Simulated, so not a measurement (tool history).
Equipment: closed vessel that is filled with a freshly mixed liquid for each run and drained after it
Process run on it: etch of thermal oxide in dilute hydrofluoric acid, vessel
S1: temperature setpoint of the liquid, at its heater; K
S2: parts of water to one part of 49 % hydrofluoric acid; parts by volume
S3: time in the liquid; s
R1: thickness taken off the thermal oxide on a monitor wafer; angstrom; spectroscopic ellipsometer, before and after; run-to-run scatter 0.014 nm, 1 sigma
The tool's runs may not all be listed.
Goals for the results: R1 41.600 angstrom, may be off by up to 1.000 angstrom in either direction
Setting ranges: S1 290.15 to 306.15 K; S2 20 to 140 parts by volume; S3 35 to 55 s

run	hour	S1	S2	S3	R1
1	0.0	298.15	75	55	37.054
2	3.3	298.15	50	55	57.304
3	5.4	297.15	50	55	55.409
4	11.8	296.15	50	55	52.927
5	17.1	296.15	50	55	52.719
6	22.3	298.15	50	55	57.282
7	28.6	297.15	50	55	55.191
8	31.3	293.15	50	55	46.679
9	36.8	292.65	50	55	45.942

Consider the 4 candidate settings below. Which is the only one whose results all fall within their allowed miss of target?
A	42.3	292.15	45	55	?
B	42.3	292.15	50	55	?
C	42.3	290.65	40	55	?
D	42.3	292.15	35	35	?

move	R1
A	49.834
B	44.589
C	52.844
D	41.257
A: the biggest miss grows against the last run
B: an improvement on the last run, though not all results are within tolerance
C: the biggest miss grows against the last run
D: hits every target within its allowed miss
Correct choice: D, which meets every target
